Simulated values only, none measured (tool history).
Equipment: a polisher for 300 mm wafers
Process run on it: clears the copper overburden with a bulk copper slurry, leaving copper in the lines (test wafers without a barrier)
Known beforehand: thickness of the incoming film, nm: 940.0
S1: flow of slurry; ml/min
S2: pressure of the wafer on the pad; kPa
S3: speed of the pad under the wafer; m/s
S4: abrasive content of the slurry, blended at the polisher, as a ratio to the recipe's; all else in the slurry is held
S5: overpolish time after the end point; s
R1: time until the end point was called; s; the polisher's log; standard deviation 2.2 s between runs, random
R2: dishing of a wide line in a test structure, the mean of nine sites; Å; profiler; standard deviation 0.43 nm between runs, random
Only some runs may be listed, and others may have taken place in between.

| run | hour | S1 | S2 | S3 | S4 | S5 | R1 | R2 |
|---|---|---|---|---|---|---|---|---|
| 1 | 0.0 | 215 | 15.9 | 1.22 | 1.0 | 28 | 115.23 | 390.60 |
| 2 | 0.7 | 215 | 15.9 | 1.22 | 1.0 | 36 | 115.20 | 389.83 |
| 3 | 7.8 | 215 | 13.1 | 1.20 | 1.0 | 28 | 141.29 | 381.97 |
| 4 | 15.6 | 215 | 11.0 | 1.20 | 1.0 | 21 | 166.44 | 346.93 |
| 5 | 22.0 | 255 | 11.0 | 1.20 | 1.0 | 21 | 162.41 | 344.72 |
| 6 | 30.9 | 255 | 13.1 | 1.20 | 1.0 | 21 | 141.77 | 358.70 |
| 7 | 37.7 | 255 | 13.1 | 1.20 | 1.0 | 21 | 136.04 | 368.71 |
| 8 | 38.6 | 235 | 11.0 | 1.24 | 1.0 | 17 | 162.21 | 334.52 |
| 9 | 46.3 | 225 | 9.7 | 1.24 | 1.0 | 17 | 184.02 | 318.38 |
| 10 | 54.0 | 215 | 9.0 | 1.24 | 1.0 | 18 | 196.71 | 311.81 |

For run 11, what comes out?
| 11 | 62.7 | 205 | 9.0 | 1.24 | 1.0 | 19 | ? | ? |

R1: 198.09 s
R2: 321.25 Å
